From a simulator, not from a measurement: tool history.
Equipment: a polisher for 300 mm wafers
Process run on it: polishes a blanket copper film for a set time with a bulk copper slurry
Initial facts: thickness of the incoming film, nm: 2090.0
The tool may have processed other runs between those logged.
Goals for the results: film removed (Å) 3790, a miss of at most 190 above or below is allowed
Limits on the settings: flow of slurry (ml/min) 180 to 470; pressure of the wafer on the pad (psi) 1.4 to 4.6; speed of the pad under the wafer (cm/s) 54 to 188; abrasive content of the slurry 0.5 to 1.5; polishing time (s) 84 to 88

run	hour	flow of slurry (ml/min)	pressure of the wafer on the pad (psi)	speed of the pad under the wafer (cm/s)	abrasive content of the slurry	polishing time (s)	film removed (Å)
1	0	300	3	120	1	84	8962.3
2	2	300	2.7	112	1	84	7626.4
3	5.5	300	2.5	106	1	84	6692.1
4	7.2	300	2.5	106	0.9	84	6654.8
5	15.1	300	2.5	106	0.9	84	6564.9
6	22.1	300	2.5	106	0.9	84	6418.8
7	23.2	300	2.3	102	0.9	84	5907
8	28.3	300	2.3	102	0.9	84	5940.1
9	32.9	300	2.1	98	0.9	84	5207
10	40.5	300	2	96	0.9	84	4844.8
11	45.3	300	1.9	96	0.9	84	4545.9
12	51	300	1.8	96	0.9	84	4287.1
13	58.9	300	1.4	94	0.9	84	3269.7
14	64.1	300	1.5	94	0.9	84	3546.7

Which single option among these 5 for the next run brings every result within its allowed miss of target? Just one does.
A	69.3	245	2	82	0.5	88	?
B	69.3	230	1.5	88	0.95	84	?
C	69.3	310	1.8	74	0.85	84	?
D	69.3	355	1.6	80	0.8	86	?
E	69.3	360	1.4	88	0.95	84	?

move	film removed (Å)
A	3871.4
B	3367.3
C	3430.7
D	3384
E	3306.8
A: in spec on every target
B: the biggest miss grows against the last run
C: the biggest miss grows against the last run
D: the biggest miss grows against the last run
E: the biggest miss grows against the last run
The move that meets every target is A.
